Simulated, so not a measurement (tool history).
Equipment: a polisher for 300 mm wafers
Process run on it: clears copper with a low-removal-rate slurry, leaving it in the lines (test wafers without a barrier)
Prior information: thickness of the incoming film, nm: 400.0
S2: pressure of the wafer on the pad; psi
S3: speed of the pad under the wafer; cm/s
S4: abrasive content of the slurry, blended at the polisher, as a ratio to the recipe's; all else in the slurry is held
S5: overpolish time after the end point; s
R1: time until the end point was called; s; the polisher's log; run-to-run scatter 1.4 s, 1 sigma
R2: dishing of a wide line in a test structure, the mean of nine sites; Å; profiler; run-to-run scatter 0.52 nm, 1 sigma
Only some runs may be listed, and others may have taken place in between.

{"run": 1, "hour": 0.0, "flow of slurry (ml/min)": 195, "S2": 2.4, "S3": 136, "S4": 1, "S5": 19, "R1": 142.46, "R2": 422.85}
{"run": 2, "hour": 6.2, "flow of slurry (ml/min)": 190, "S2": 2.4, "S3": 136, "S4": 1, "S5": 20, "R1": 143.21, "R2": 439.72}
{"run": 3, "hour": 14.6, "flow of slurry (ml/min)": 190, "S2": 2.4, "S3": 112, "S4": 1, "S5": 20, "R1": 170.75, "R2": 378.18}
{"run": 4, "hour": 16.8, "flow of slurry (ml/min)": 190, "S2": 2.4, "S3": 112, "S4": 1, "S5": 21, "R1": 170.93, "R2": 398.15}
{"run": 5, "hour": 21.7, "flow of slurry (ml/min)": 200, "S2": 2.6, "S3": 112, "S4": 1, "S5": 23, "R1": 157.47, "R2": 466.43}
{"run": 6, "hour": 25.5, "flow of slurry (ml/min)": 230, "S2": 2.6, "S3": 112, "S4": 1, "S5": 23, "R1": 155.52, "R2": 460.59}

Run 7 has not been measured yet. What should we expect?
{"run": 7, "hour": 33.4, "flow of slurry (ml/min)": 225, "S2": 2.6, "S3": 112, "S4": 1, "S5": 24, "R1": "?", "R2": "?"}

R1: 152.43 s
R2: 487.18 Å

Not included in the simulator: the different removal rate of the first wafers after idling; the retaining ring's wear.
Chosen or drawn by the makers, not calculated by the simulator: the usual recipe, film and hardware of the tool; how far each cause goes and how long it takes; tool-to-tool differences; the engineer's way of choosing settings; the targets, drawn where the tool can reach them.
